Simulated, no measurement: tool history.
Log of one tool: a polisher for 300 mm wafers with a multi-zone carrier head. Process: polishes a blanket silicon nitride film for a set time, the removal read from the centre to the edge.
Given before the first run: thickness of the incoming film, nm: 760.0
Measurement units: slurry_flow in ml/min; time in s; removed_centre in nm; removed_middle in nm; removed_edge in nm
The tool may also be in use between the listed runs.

Run 1, hour 0: slurry_flow 160 ml/min, centre_zone 1, middle_zone 1, edge_zone 1, time 53 s. Result: removed_centre 63.754 nm, removed_middle 64.227 nm, removed_edge 63.263 nm.
Run 2, hour 8.2: slurry_flow 160 ml/min, centre_zone 1, middle_zone 1, edge_zone 0.97, time 53 s. Result: removed_centre 63.943 nm, removed_middle 65.134 nm, removed_edge 64.007 nm.
Run 3, hour 9.9: slurry_flow 160 ml/min, centre_zone 1, middle_zone 1, edge_zone 0.92, time 53 s. Result: removed_centre 62.861 nm, removed_middle 64.164 nm, removed_edge 61.076 nm.
Run 4, hour 14.5: slurry_flow 175 ml/min, centre_zone 1.05, middle_zone 1.04, edge_zone 0.97, time 59 s. Result: removed_centre 76.877 nm, removed_middle 75.886 nm, removed_edge 71.903 nm.
Run 5, hour 19.2: slurry_flow 175 ml/min, centre_zone 1.05, middle_zone 1.12, edge_zone 0.97, time 59 s. Result: removed_centre 76.772 nm, removed_middle 81.036 nm, removed_edge 71.301 nm.
Run 6, hour 26.4: slurry_flow 190 ml/min, centre_zone 1.08, middle_zone 1.14, edge_zone 0.99, time 63 s. Result: removed_centre 84.608 nm, removed_middle 88.591 nm, removed_edge 77.934 nm.
Run 7, hour 34.5: slurry_flow 190 ml/min, centre_zone 1.08, middle_zone 1.14, edge_zone 0.99, time 63 s. Result: removed_centre 85.776 nm, removed_middle 90.31 nm, removed_edge 77.074 nm.
Run 8, hour 41.6: slurry_flow 195 ml/min, centre_zone 1.11, middle_zone 1.14, edge_zone 1.01, time 67 s. Result: removed_centre 94.029 nm, removed_middle 95.728 nm, removed_edge 85.583 nm.

What will run 9 give?
Run 9, hour 47.6: slurry_flow 195 ml/min, centre_zone 1.11, middle_zone 1.14, edge_zone 1.01, time 67 s. Result: removed_centre ?, removed_middle ?, removed_edge ?.

removed_centre: 96.251 nm
removed_middle: 95.325 nm
removed_edge: 85.302 nm
